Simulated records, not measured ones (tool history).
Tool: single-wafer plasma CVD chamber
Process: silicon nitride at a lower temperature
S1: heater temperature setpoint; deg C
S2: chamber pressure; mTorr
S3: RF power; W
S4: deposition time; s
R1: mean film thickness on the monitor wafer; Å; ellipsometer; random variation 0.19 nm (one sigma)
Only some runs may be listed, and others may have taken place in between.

{"run": 1, "hour": 0.0, "S1": 330, "S2": 1410, "S3": 255, "S4": 33.3, "R1": 366.23}
{"run": 2, "hour": 7.1, "S1": 330, "S2": 1410, "S3": 255, "S4": 34.4, "R1": 376.19}
{"run": 3, "hour": 12.8, "S1": 330, "S2": 1440, "S3": 255, "S4": 34.4, "R1": 379.14}
{"run": 4, "hour": 14.7, "S1": 330, "S2": 1440, "S3": 255, "S4": 33.3, "R1": 369.61}
{"run": 5, "hour": 19.4, "S1": 330, "S2": 1480, "S3": 255, "S4": 33.3, "R1": 371.4}
{"run": 6, "hour": 26.7, "S1": 330, "S2": 1520, "S3": 255, "S4": 33.3, "R1": 373.88}

Run 7, settings as shown, results not yet in. Your forecast:
{"run": 7, "hour": 33.2, "S1": 330, "S2": 1560, "S3": 255, "S4": 33.3, "R1": "?"}

{"run 7": {"R1": 378.55}}
